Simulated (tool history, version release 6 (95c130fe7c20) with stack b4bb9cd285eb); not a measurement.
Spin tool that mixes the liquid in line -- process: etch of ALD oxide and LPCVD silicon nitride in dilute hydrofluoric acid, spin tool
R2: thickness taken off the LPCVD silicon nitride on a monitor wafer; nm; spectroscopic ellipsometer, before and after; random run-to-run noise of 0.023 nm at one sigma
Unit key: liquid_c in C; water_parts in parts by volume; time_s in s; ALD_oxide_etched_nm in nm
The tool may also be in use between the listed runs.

{"run": 1, "hour": 0.0, "liquid_c": 21.0, "water_parts": 60, "time_s": 105, "ALD_oxide_etched_nm": 42.789, "R2": 0.82556}
{"run": 2, "hour": 3.4, "liquid_c": 17.5, "water_parts": 60, "time_s": 105, "ALD_oxide_etched_nm": 36.485, "R2": 0.61165}
{"run": 3, "hour": 6.6, "liquid_c": 17.5, "water_parts": 60, "time_s": 125, "ALD_oxide_etched_nm": 43.482, "R2": 0.74444}
{"run": 4, "hour": 11.2, "liquid_c": 18.0, "water_parts": 75, "time_s": 125, "ALD_oxide_etched_nm": 35.262, "R2": 0.66791}
{"run": 5, "hour": 17.9, "liquid_c": 18.0, "water_parts": 75, "time_s": 85, "ALD_oxide_etched_nm": 23.849, "R2": 0.40099}
{"run": 6, "hour": 20.9, "liquid_c": 18.0, "water_parts": 75, "time_s": 110, "ALD_oxide_etched_nm": 30.832, "R2": 0.51735}
{"run": 7, "hour": 21.6, "liquid_c": 19.0, "water_parts": 85, "time_s": 110, "ALD_oxide_etched_nm": 28.167, "R2": 0.51531}
{"run": 8, "hour": 24.5, "liquid_c": 19.0, "water_parts": 90, "time_s": 110, "ALD_oxide_etched_nm": 26.541, "R2": 0.51128}

Expected results for the next run?
{"run": 9, "hour": 25.3, "liquid_c": 19.0, "water_parts": 95, "time_s": 110, "ALD_oxide_etched_nm": "?", "R2": "?"}

ALD_oxide_etched_nm: 25.117 nm
R2: 0.44093 nm

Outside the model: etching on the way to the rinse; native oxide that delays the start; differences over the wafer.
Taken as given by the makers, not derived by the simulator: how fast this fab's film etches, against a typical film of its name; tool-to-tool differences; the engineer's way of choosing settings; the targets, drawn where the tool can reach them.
